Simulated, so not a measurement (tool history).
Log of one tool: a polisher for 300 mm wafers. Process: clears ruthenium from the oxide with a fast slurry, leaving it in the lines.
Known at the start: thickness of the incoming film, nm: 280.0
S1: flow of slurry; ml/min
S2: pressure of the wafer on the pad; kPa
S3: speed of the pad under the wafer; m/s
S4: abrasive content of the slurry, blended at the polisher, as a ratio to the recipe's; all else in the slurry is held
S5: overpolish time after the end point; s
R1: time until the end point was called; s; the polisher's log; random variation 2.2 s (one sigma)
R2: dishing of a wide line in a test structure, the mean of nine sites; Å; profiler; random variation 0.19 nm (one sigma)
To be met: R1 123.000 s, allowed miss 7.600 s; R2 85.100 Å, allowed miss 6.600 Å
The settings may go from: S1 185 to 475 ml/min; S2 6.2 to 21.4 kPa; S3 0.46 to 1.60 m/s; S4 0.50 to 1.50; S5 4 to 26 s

run 1 day=0.000 | S1=305 S2=13.8 S3=1.02 S4=1.00 S5=13 | R1=113.740 R2=260.650
run 2 day=0.317 | S1=305 S2=11.7 S3=1.02 S4=1.00 S5=13 | R1=129.390 R2=246.550
run 3 day=0.612 | S1=305 S2=11.7 S3=0.80 S4=1.00 S5=13 | R1=157.420 R2=200.280
run 4 day=0.833 | S1=335 S2=11.7 S3=0.80 S4=1.00 S5=13 | R1=155.230 R2=207.300
run 5 day=0.917 | S1=335 S2=11.7 S3=0.80 S4=1.00 S5=11 | R1=155.510 R2=173.570
run 6 day=0.983 | S1=370 S2=13.8 S3=0.72 S4=0.90 S5=9 | R1=169.380 R2=132.510
run 7 day=1.246 | S1=395 S2=15.9 S3=0.72 S4=0.85 S5=8 | R1=156.740 R2=131.980
run 8 day=1.362 | S1=415 S2=17.2 S3=0.70 S4=0.85 S5=7 | R1=156.140 R2=118.390
-- day=1.633 slurry blender recalibrated
run 9 day=1.633 | S1=475 S2=21.4 S3=0.62 S4=1.05 S5=4 | R1=92.188 R2=113.070
run 10 day=1.929 | S1=475 S2=20.0 S3=0.58 S4=1.10 S5=4 | R1=99.834 R2=107.390
run 11 day=2.279 | S1=475 S2=19.3 S3=0.56 S4=1.15 S5=4 | R1=101.270 R2=102.270
run 12 day=2.554 | S1=475 S2=18.6 S3=0.54 S4=1.20 S5=4 | R1=103.150 R2=96.109
run 13 day=2.925 | S1=475 S2=17.9 S3=0.54 S4=1.20 S5=4 | R1=106.560 R2=93.791
run 14 day=3.217 | S1=475 S2=17.2 S3=0.54 S4=1.20 S5=4 | R1=111.110 R2=95.786
run 15 day=3.508 | S1=460 S2=17.9 S3=0.46 S4=1.00 S5=4 | R1=135.070 R2=77.039

4 next moves are on the table. One of them brings every result within its allowed miss. Which?
run A day=3.800 | S1=475 S2=17.9 S3=0.62 S4=1.05 S5=4 | R1=? R2=?
run B day=3.800 | S1=435 S2=20.0 S3=0.50 S4=1.25 S5=4 | R1=? R2=?
run C day=3.800 | S1=475 S2=16.5 S3=0.46 S4=1.00 S5=4 | R1=? R2=?
run D day=3.800 | S1=475 S2=18.6 S3=0.46 S4=1.10 S5=4 | R1=? R2=?

move=A R1=101.760 R2=99.722
move=B R1=100.890 R2=100.540
move=C R1=140.400 R2=73.358
move=D R1=121.140 R2=84.490
A: takes the result that was furthest off past its target
B: takes the result that was furthest off past its target
C: further off than the last run
D: meets every target
Answer: D
